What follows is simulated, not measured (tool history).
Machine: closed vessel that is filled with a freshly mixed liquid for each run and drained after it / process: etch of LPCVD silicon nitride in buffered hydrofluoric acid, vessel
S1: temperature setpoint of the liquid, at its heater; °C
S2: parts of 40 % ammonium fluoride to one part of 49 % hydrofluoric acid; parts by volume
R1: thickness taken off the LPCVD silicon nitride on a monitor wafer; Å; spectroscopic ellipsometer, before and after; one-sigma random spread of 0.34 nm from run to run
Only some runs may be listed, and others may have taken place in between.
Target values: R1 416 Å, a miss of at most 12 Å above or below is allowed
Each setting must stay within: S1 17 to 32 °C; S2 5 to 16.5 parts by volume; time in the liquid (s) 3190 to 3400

{"run": 1, "hour": 0.0, "S1": 25, "S2": 10, "time in the liquid (s)": 3190, "R1": 574.65}
{"run": 2, "hour": 1.3, "S1": 26, "S2": 10, "time in the liquid (s)": 3190, "R1": 611.63}
{"run": 3, "hour": 8.9, "S1": 26, "S2": 8, "time in the liquid (s)": 3190, "R1": 737.38}
{"run": 4, "hour": 10.1, "S1": 26, "S2": 10.5, "time in the liquid (s)": 3190, "R1": 581.91}
{"run": 5, "hour": 13.8, "S1": 25, "S2": 10.5, "time in the liquid (s)": 3190, "R1": 546.13}
{"run": 6, "hour": 17.3, "S1": 24.5, "S2": 10.5, "time in the liquid (s)": 3190, "R1": 543.09}
{"run": 7, "hour": 18.8, "S1": 23.5, "S2": 10.5, "time in the liquid (s)": 3190, "R1": 513.51}
{"run": 8, "hour": 23.6, "S1": 23, "S2": 10.5, "time in the liquid (s)": 3190, "R1": 496.3}
{"run": 9, "hour": 24.3, "S1": 22.5, "S2": 10.5, "time in the liquid (s)": 3190, "R1": 478.29}
{"run": 10, "hour": 27.9, "S1": 22, "S2": 10.5, "time in the liquid (s)": 3190, "R1": 466.76}
{"run": 11, "hour": 36.8, "S1": 21.5, "S2": 10.5, "time in the liquid (s)": 3190, "R1": 451.44}
{"run": 12, "hour": 39.6, "S1": 21.5, "S2": 10.5, "time in the liquid (s)": 3190, "R1": 454.01}
{"run": 13, "hour": 48.0, "S1": 20.5, "S2": 10.5, "time in the liquid (s)": 3190, "R1": 435.42}

Of the 4 settings listed for the next run, only one would bring every result within its allowed miss of target. Which one?
{"run": "A", "hour": 56.4, "S1": 21, "S2": 10.5, "time in the liquid (s)": 3380, "R1": "?"}
{"run": "B", "hour": 56.4, "S1": 21, "S2": 10, "time in the liquid (s)": 3190, "R1": "?"}
{"run": "C", "hour": 56.4, "S1": 19.5, "S2": 10.5, "time in the liquid (s)": 3230, "R1": "?"}
{"run": "D", "hour": 56.4, "S1": 21.5, "S2": 10.5, "time in the liquid (s)": 3235, "R1": "?"}

move=A R1=475.66
move=B R1=470.76
move=C R1=417.99
move=D R1=468.08
A: misses by more than the last run did
B: misses by more than the last run did
C: meets every target
D: misses by more than the last run did
Answer: C
